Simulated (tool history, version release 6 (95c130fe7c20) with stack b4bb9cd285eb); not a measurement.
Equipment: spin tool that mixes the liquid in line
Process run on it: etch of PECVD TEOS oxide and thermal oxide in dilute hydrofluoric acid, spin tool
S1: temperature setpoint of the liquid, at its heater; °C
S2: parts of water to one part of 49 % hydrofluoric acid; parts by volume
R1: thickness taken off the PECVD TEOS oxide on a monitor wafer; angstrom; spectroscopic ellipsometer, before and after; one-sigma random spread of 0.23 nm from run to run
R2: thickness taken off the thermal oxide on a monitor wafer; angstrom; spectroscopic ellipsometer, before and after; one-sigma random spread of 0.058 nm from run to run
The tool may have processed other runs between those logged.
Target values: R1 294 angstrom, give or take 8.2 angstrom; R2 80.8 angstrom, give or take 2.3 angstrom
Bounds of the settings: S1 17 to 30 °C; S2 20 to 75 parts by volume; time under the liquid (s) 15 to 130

Run 1, hour 0: S1 22 °C, S2 45 parts by volume, time under the liquid (s) 65. Result: R1 237.11 angstrom, R2 64.539 angstrom.
Run 2, hour 1.8: S1 23 °C, S2 45 parts by volume, time under the liquid (s) 65. Result: R1 245.45 angstrom, R2 67.13 angstrom.
Run 3, hour 6.1: S1 23 °C, S2 35 parts by volume, time under the liquid (s) 65. Result: R1 316.98 angstrom, R2 87.589 angstrom.
Run 4, hour 8.8: S1 23 °C, S2 25 parts by volume, time under the liquid (s) 65. Result: R1 457.94 angstrom, R2 126.75 angstrom.
Run 5, hour 14.3: S1 23 °C, S2 25 parts by volume, time under the liquid (s) 85. Result: R1 594.02 angstrom, R2 165.88 angstrom.
Run 6, hour 21.9: S1 23 °C, S2 35 parts by volume, time under the liquid (s) 85. Result: R1 417.29 angstrom, R2 114.41 angstrom.
Run 7, hour 28.9: S1 23 °C, S2 35 parts by volume, time under the liquid (s) 85. Result: R1 415.67 angstrom, R2 112.81 angstrom.
Run 8, hour 29.6: S1 19 °C, S2 40 parts by volume, time under the liquid (s) 85. Result: R1 305.09 angstrom, R2 83.422 angstrom.

Exercise: of the 5 proposed moves below, exactly one satisfies all targets within the stated allowed misses. Which move is it?
Run A, hour 30.3: S1 21.5 °C, S2 55 parts by volume, time under the liquid (s) 95. Result: R1 ?, R2 ?.
Run B, hour 30.3: S1 22.5 °C, S2 70 parts by volume, time under the liquid (s) 120. Result: R1 ?, R2 ?.
Run C, hour 30.3: S1 18.5 °C, S2 45 parts by volume, time under the liquid (s) 95. Result: R1 ?, R2 ?.
Run D, hour 30.3: S1 23 °C, S2 50 parts by volume, time under the liquid (s) 80. Result: R1 ?, R2 ?.
Run E, hour 30.3: S1 19 °C, S2 60 parts by volume, time under the liquid (s) 115. Result: R1 ?, R2 ?.

move      R1      R2
   A  272.35  75.213
   B  276.53   76.37
   C  296.58  81.907
   D  270.25  74.633
   E  270.35  74.661
A: takes the result that was furthest off past its target
B: takes the result that was furthest off past its target
C: hits every target within its allowed miss
D: takes the result that was furthest off past its target
E: takes the result that was furthest off past its target
Move C is the one to make.
